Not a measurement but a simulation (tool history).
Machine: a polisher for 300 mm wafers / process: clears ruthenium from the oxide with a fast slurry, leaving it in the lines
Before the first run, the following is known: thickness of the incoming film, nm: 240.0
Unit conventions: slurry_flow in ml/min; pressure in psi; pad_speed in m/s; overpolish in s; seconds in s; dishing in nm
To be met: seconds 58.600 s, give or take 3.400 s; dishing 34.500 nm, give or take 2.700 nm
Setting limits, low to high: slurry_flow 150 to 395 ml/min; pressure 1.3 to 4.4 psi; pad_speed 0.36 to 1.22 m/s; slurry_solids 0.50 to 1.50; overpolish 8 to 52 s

Run 1, hour 0.0: slurry_flow 250 ml/min, pressure 2.8 psi, pad_speed 0.78 m/s, slurry_solids 1.00, overpolish 26 s. Result: seconds 64.280 s, dishing 50.124 nm.
Run 2, hour 5.2: slurry_flow 285 ml/min, pressure 2.8 psi, pad_speed 0.78 m/s, slurry_solids 1.00, overpolish 26 s. Result: seconds 63.152 s, dishing 54.481 nm.
Run 3, hour 6.1: slurry_flow 285 ml/min, pressure 2.8 psi, pad_speed 0.78 m/s, slurry_solids 1.10, overpolish 26 s. Result: seconds 61.114 s, dishing 54.613 nm.
Run 4, hour 6.8: slurry_flow 270 ml/min, pressure 2.8 psi, pad_speed 0.78 m/s, slurry_solids 1.10, overpolish 20 s. Result: seconds 59.656 s, dishing 45.060 nm.
Run 5, hour 12.7: slurry_flow 270 ml/min, pressure 2.8 psi, pad_speed 0.90 m/s, slurry_solids 1.10, overpolish 20 s. Result: seconds 53.056 s, dishing 49.914 nm.
Run 6, hour 14.7: slurry_flow 260 ml/min, pressure 2.7 psi, pad_speed 0.90 m/s, slurry_solids 1.10, overpolish 17 s. Result: seconds 55.089 s, dishing 43.805 nm.
Run 7, hour 16.4: slurry_flow 255 ml/min, pressure 2.5 psi, pad_speed 0.90 m/s, slurry_solids 1.10, overpolish 9 s. Result: seconds 57.862 s, dishing 24.923 nm.
Run 8, hour 20.6: slurry_flow 255 ml/min, pressure 2.5 psi, pad_speed 0.88 m/s, slurry_solids 1.10, overpolish 11 s. Result: seconds 59.612 s, dishing 29.388 nm.

Which single option among these 5 for the next run brings every result within its allowed miss of target? Just one does.
Run A, hour 24.8: slurry_flow 230 ml/min, pressure 2.6 psi, pad_speed 0.88 m/s, slurry_solids 1.05, overpolish 13 s. Result: seconds ?, dishing ?.
Run B, hour 24.8: slurry_flow 385 ml/min, pressure 2.3 psi, pad_speed 0.90 m/s, slurry_solids 1.25, overpolish 8 s. Result: seconds ?, dishing ?.
Run C, hour 24.8: slurry_flow 255 ml/min, pressure 2.0 psi, pad_speed 0.92 m/s, slurry_solids 1.15, overpolish 11 s. Result: seconds ?, dishing ?.
Run D, hour 24.8: slurry_flow 320 ml/min, pressure 2.7 psi, pad_speed 0.90 m/s, slurry_solids 1.30, overpolish 11 s. Result: seconds ?, dishing ?.
Run E, hour 24.8: slurry_flow 225 ml/min, pressure 2.6 psi, pad_speed 0.84 m/s, slurry_solids 1.20, overpolish 8 s. Result: seconds ?, dishing ?.

move  seconds  dishing
   A   59.125   34.441
   B   57.048   24.008
   C   66.586   27.496
   D   49.925   34.495
   E   58.562   23.483
A: in spec on every target
B: the biggest miss grows against the last run
C: the biggest miss grows against the last run
D: the furthest-off result lands on target, but another misses its tolerance
E: the biggest miss grows against the last run
Correct choice: A, which meets every target
